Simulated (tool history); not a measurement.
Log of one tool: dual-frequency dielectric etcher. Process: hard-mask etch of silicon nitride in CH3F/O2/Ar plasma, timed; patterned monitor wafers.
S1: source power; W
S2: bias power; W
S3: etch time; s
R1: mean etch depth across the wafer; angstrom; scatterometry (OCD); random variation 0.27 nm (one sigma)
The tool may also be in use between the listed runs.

run,day,S1,S2,S3,R1
1,0,330,72,103,731.07
2,0.046,310,70,102.5,702.15
3,0.342,340,70,102.5,732.2
4,0.662,340,70,103,729.89
5,1.012,340,70,103,731.33
6,1.354,340,70,103,732.62

The next listed run, before its measurement:
7,1.421,320,68,102.5,?

R1: 712.91 angstrom
